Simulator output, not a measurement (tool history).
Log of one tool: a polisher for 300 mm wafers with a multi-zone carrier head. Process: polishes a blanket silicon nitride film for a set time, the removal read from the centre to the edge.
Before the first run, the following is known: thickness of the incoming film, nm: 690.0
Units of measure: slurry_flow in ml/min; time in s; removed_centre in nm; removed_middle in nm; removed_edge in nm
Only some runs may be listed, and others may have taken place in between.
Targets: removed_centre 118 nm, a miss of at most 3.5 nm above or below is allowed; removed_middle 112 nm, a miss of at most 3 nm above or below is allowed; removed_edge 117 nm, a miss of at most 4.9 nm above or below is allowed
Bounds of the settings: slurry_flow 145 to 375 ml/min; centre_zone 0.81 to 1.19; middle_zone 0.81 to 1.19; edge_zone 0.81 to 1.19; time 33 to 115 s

{"run": 1, "hour": 0.0, "slurry_flow": 240, "centre_zone": 1, "middle_zone": 1, "edge_zone": 1, "time": 73, "removed_centre": 139.11, "removed_middle": 134.5, "removed_edge": 135.2}
{"run": 2, "hour": 5.4, "slurry_flow": 230, "centre_zone": 0.97, "middle_zone": 0.96, "edge_zone": 0.95, "time": 72, "removed_centre": 131.44, "removed_middle": 127.48, "removed_edge": 128.58}
{"run": 3, "hour": 6.7, "slurry_flow": 230, "centre_zone": 0.97, "middle_zone": 1.01, "edge_zone": 0.95, "time": 72, "removed_centre": 130.01, "removed_middle": 135.18, "removed_edge": 128.72}
{"run": 4, "hour": 15.5, "slurry_flow": 230, "centre_zone": 0.97, "middle_zone": 1.01, "edge_zone": 1.02, "time": 72, "removed_centre": 132.11, "removed_middle": 132.52, "removed_edge": 132.05}
{"run": 5, "hour": 17.8, "slurry_flow": 215, "centre_zone": 0.96, "middle_zone": 0.97, "edge_zone": 0.99, "time": 71, "removed_centre": 126.67, "removed_middle": 126.77, "removed_edge": 131.77}
{"run": 6, "hour": 24.6, "slurry_flow": 225, "centre_zone": 0.96, "middle_zone": 0.94, "edge_zone": 0.96, "time": 69, "removed_centre": 124.56, "removed_middle": 120.47, "removed_edge": 126.52}
{"run": 7, "hour": 30.6, "slurry_flow": 225, "centre_zone": 0.96, "middle_zone": 0.94, "edge_zone": 0.96, "time": 69, "removed_centre": 125.11, "removed_middle": 120.52, "removed_edge": 123.7}
{"run": 8, "hour": 35.0, "slurry_flow": 225, "centre_zone": 0.96, "middle_zone": 0.94, "edge_zone": 0.96, "time": 69, "removed_centre": 124.15, "removed_middle": 120.18, "removed_edge": 125.04}

Which of these 4 next moves meets every target?
{"run": "A", "hour": 39.4, "slurry_flow": 200, "centre_zone": 0.95, "middle_zone": 0.88, "edge_zone": 0.99, "time": 72, "removed_centre": "?", "removed_middle": "?", "removed_edge": "?"}
{"run": "B", "hour": 39.4, "slurry_flow": 240, "centre_zone": 0.95, "middle_zone": 0.9, "edge_zone": 0.91, "time": 66, "removed_centre": "?", "removed_middle": "?", "removed_edge": "?"}
{"run": "C", "hour": 39.4, "slurry_flow": 145, "centre_zone": 0.9, "middle_zone": 0.85, "edge_zone": 1.07, "time": 73, "removed_centre": "?", "removed_middle": "?", "removed_edge": "?"}
{"run": "D", "hour": 39.4, "slurry_flow": 305, "centre_zone": 1.11, "middle_zone": 1.04, "edge_zone": 0.84, "time": 61, "removed_centre": "?", "removed_middle": "?", "removed_edge": "?"}

move=A removed_centre=124.49 removed_middle=118.73 removed_edge=131.09
move=B removed_centre=116.48 removed_middle=112.93 removed_edge=117.56
move=C removed_centre=116.25 removed_middle=112.83 removed_edge=133.95
move=D removed_centre=124.66 removed_middle=120.31 removed_edge=106.74
A: the biggest miss grows against the last run
B: every result lands within tolerance
C: the furthest-off result lands on target, but another misses its tolerance
D: as far off as the last run
So the answer is move B, the one that meets all the targets.
